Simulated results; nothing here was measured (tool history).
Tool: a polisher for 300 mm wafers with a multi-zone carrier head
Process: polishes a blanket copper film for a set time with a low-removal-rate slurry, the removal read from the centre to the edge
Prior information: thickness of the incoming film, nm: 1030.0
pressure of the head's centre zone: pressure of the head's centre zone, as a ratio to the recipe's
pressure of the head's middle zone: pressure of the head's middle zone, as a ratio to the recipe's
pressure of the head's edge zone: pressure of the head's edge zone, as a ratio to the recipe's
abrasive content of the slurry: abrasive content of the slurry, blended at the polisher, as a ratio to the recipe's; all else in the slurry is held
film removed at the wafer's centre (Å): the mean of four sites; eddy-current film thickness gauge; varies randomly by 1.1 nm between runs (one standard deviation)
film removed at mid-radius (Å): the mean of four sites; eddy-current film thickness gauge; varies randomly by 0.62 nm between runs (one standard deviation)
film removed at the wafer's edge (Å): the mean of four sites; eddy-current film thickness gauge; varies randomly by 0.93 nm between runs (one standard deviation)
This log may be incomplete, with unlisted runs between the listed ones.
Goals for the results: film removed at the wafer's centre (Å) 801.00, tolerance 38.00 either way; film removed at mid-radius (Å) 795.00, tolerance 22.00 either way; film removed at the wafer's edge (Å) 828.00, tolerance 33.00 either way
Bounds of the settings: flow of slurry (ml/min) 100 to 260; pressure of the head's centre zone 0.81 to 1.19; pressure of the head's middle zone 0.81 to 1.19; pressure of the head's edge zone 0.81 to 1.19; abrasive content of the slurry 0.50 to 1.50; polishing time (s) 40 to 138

run,day,flow of slurry (ml/min),pressure of the head's centre zone,pressure of the head's middle zone,pressure of the head's edge zone,abrasive content of the slurry,polishing time (s),film removed at the wafer's centre (Å),film removed at mid-radius (Å),film removed at the wafer's edge (Å)
1,0.000,165,1.00,1.00,1.00,1.00,88,1396.10,1331.10,1381.50
2,0.212,165,1.00,1.03,1.00,1.00,88,1401.30,1377.20,1396.20
3,0.462,165,0.93,1.03,1.00,1.00,88,1299.40,1373.40,1356.10
4,0.521,165,0.89,1.03,1.00,1.00,88,1233.40,1357.70,1384.70
5,0.654,165,0.94,1.03,1.00,1.00,88,1325.50,1379.50,1393.70
6,0.738,165,0.94,0.94,1.00,1.00,88,1332.40,1259.30,1344.60
7,0.783,155,0.92,0.93,0.97,0.90,84,1201.20,1158.60,1230.80
8,1.067,155,0.92,0.93,0.97,0.90,84,1181.40,1168.30,1262.40

Exercise: of the 5 proposed moves below, exactly one satisfies all targets within the stated allowed misses. Which move is it?
A,1.350,145,0.92,0.95,0.91,0.95,57,?,?,?
B,1.350,195,1.18,0.96,0.89,1.35,106,?,?,?
C,1.350,205,0.95,0.96,0.96,1.10,67,?,?,?
D,1.350,145,1.08,0.97,0.92,0.90,65,?,?,?
E,1.350,130,0.93,0.91,0.87,1.00,124,?,?,?

move,film removed at the wafer's centre (Å),film removed at mid-radius (Å),film removed at the wafer's edge (Å)
A,796.58,803.43,846.79
B,2184.20,1715.90,1752.30
C,1067.50,1043.60,1100.50
D,1054.90,920.31,958.56
E,1726.40,1667.30,1797.30
A: meets every target
B: further off than the last run
C: nearer the targets than the last run, but a result is still out of spec
D: nearer the targets than the last run, but a result is still out of spec
E: further off than the last run
So the answer is move A, the one that meets all the targets.
